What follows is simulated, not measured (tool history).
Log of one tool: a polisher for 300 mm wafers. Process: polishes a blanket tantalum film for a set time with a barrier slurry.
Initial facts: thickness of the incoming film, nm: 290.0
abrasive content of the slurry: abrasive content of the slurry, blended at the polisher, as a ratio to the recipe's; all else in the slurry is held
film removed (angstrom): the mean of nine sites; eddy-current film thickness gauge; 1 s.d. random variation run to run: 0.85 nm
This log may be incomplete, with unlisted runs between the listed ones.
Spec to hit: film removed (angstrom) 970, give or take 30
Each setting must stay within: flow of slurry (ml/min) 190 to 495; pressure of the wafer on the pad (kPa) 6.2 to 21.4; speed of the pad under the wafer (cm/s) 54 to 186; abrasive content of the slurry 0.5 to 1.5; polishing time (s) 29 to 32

run	hour	flow of slurry (ml/min)	pressure of the wafer on the pad (kPa)	speed of the pad under the wafer (cm/s)	abrasive content of the slurry	polishing time (s)	film removed (angstrom)
1	0	320	13.8	118	1	32	742.87
2	4.7	320	14.5	118	1	32	769.62
3	11.8	320	15.2	118	1	32	821.81
4	12.7	320	16.5	118	1	32	883.61
5	13.9	320	16.5	118	1	32	884.65
6	21.7	385	16.5	118	1	32	911.24
7	22.7	385	16.5	118	1	32	908.94
8	24	385	17.2	118	1	32	943.89

5 next moves are on the table. One of them brings every result within its allowed miss. Which?
A	25.3	395	20.7	104	1.05	29	?
B	25.3	385	16.5	136	1.1	29	?
C	25.3	385	17.2	108	1.1	31	?
D	25.3	380	15.9	124	1.15	30	?
E	25.3	365	16.5	110	1.2	32	?

move	film removed (angstrom)
A	923.66
B	975.99
C	868
D	896.57
E	895.75
A: the biggest miss grows against the last run
B: every result within its allowed miss
C: the biggest miss grows against the last run
D: the biggest miss grows against the last run
E: the biggest miss grows against the last run
B meets every target.
